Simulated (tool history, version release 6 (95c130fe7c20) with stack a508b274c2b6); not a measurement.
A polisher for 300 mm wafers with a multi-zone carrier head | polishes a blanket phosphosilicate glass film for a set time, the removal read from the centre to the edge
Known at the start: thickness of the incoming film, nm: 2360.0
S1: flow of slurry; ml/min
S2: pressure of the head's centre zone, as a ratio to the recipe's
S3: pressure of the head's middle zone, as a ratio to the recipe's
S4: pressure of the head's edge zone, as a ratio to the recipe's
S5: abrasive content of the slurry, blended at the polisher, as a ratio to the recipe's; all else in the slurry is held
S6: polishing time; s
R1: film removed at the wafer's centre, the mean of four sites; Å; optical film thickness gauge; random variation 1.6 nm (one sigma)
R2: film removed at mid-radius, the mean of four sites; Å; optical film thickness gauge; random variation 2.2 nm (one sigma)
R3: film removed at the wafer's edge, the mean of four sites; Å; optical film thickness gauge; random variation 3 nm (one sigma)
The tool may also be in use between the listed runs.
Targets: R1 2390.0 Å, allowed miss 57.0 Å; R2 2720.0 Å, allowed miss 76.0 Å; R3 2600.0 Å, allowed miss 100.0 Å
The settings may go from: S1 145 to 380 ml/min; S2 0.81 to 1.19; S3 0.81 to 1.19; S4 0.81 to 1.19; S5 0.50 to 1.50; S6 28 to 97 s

run  hour   S1    S2    S3    S4    S5  S6      R1      R2      R3
  1   0.0  245  1.00  1.00  1.00  1.00  62  3737.1  3615.4  3685.2
  2   4.3  245  1.00  1.00  1.00  1.00  56  3314.8  3228.5  3390.9
  3  10.2  245  1.00  1.00  1.04  1.00  56  3355.1  3264.6  3407.7
  4  13.6  245  0.92  1.00  1.04  1.00  56  3069.7  3238.8  3383.5
  5  16.4  245  0.92  1.00  1.04  1.10  56  3150.5  3311.0  3562.3
  6  22.0  280  0.92  1.00  1.04  1.10  56  3211.8  3411.3  3504.4
  7  28.7  325  0.82  0.94  0.94  0.85  55  2609.3  2971.4  3077.6
  8  34.6  325  0.82  0.94  0.94  0.85  55  2673.3  2937.2  3079.8
  9  36.6  255  0.82  0.98  0.84  0.65  55  2378.2  2772.6  2625.6

Which of these 5 next moves meets every target?
  A  38.6  260  0.86  1.00  0.88  0.65  52   ?   ?   ?
  B  38.6  280  0.83  1.07  0.83  0.75  51   ?   ?   ?
  C  38.6  225  0.82  1.03  0.81  0.70  54   ?   ?   ?
  D  38.6  225  0.81  0.92  0.89  0.65  56   ?   ?   ?
  E  38.6  280  0.81  0.99  0.81  0.65  52   ?   ?   ?

move      R1      R2      R3
   A  2380.7  2673.0  2564.6
   B  2365.0  2911.8  2562.1
   C  2365.5  2862.3  2589.4
   D  2371.5  2644.1  2747.4
   E  2258.9  2670.6  2485.6
A: meets every target
B: further off than the last run
C: further off than the last run
D: brings the result that was furthest off to its target, and leaves another outside
E: brings the result that was furthest off to its target, and leaves another outside
Move A is the one to make.

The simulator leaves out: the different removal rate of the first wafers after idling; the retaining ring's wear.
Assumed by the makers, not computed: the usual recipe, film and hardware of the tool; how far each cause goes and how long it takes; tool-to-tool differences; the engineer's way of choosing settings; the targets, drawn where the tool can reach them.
